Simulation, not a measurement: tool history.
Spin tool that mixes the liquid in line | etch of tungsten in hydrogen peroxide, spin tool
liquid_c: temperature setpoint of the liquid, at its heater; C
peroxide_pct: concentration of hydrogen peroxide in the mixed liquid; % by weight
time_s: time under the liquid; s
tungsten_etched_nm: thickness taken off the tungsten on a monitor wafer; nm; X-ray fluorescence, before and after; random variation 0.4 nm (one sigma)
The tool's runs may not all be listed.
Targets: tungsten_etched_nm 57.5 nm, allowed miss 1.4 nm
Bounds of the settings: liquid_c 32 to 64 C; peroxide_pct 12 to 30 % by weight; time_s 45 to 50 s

Run 1, day 0: liquid_c 48 C, peroxide_pct 21 % by weight, time_s 45 s. Result: tungsten_etched_nm 112.98 nm.
Run 2, day 0.104: liquid_c 45.5 C, peroxide_pct 21 % by weight, time_s 45 s. Result: tungsten_etched_nm 95.698 nm.
Run 3, day 0.262: liquid_c 48.5 C, peroxide_pct 21 % by weight, time_s 45 s. Result: tungsten_etched_nm 115.97 nm.
Run 4, day 0.525: liquid_c 48.5 C, peroxide_pct 23 % by weight, time_s 45 s. Result: tungsten_etched_nm 122.81 nm.
Run 5, day 0.829: liquid_c 45.5 C, peroxide_pct 23 % by weight, time_s 45 s. Result: tungsten_etched_nm 99.917 nm.
Run 6, day 0.912: liquid_c 50.5 C, peroxide_pct 23 % by weight, time_s 45 s. Result: tungsten_etched_nm 137.67 nm.
Run 7, day 1.246: liquid_c 47 C, peroxide_pct 23 % by weight, time_s 45 s. Result: tungsten_etched_nm 109.9 nm.
Run 8, day 1.292: liquid_c 44.5 C, peroxide_pct 23 % by weight, time_s 45 s. Result: tungsten_etched_nm 95.487 nm.
Run 9, day 1.5: liquid_c 42.5 C, peroxide_pct 23 % by weight, time_s 45 s. Result: tungsten_etched_nm 83.26 nm.
Run 10, day 1.867: liquid_c 41 C, peroxide_pct 23 % by weight, time_s 45 s. Result: tungsten_etched_nm 75.879 nm.
Run 11, day 2.092: liquid_c 40 C, peroxide_pct 23 % by weight, time_s 45 s. Result: tungsten_etched_nm 71.794 nm.
Run 12, day 2.238: liquid_c 39 C, peroxide_pct 23 % by weight, time_s 45 s. Result: tungsten_etched_nm 66.338 nm.
Run 13, day 2.329: liquid_c 38.5 C, peroxide_pct 23 % by weight, time_s 45 s. Result: tungsten_etched_nm 64.941 nm.
Run 14, day 2.525: liquid_c 38 C, peroxide_pct 23 % by weight, time_s 45 s. Result: tungsten_etched_nm 62.735 nm.
Run 15, day 2.812: liquid_c 38 C, peroxide_pct 23 % by weight, time_s 45 s. Result: tungsten_etched_nm 62.045 nm.

4 next moves are on the table. One of them brings every result within its allowed miss. Which?
Run A, day 3.1: liquid_c 37 C, peroxide_pct 23 % by weight, time_s 50 s. Result: tungsten_etched_nm ?.
Run B, day 3.1: liquid_c 37.5 C, peroxide_pct 20.5 % by weight, time_s 45 s. Result: tungsten_etched_nm ?.
Run C, day 3.1: liquid_c 37.5 C, peroxide_pct 27 % by weight, time_s 45 s. Result: tungsten_etched_nm ?.
Run D, day 3.1: liquid_c 35.5 C, peroxide_pct 24.5 % by weight, time_s 45 s. Result: tungsten_etched_nm ?.

move  tungsten_etched_nm
   A              65.553
   B              57.575
   C              66.075
   D              55.096
A: further off than the last run
B: meets every target
C: further off than the last run
D: takes the result that was furthest off past its target
The right move is B.
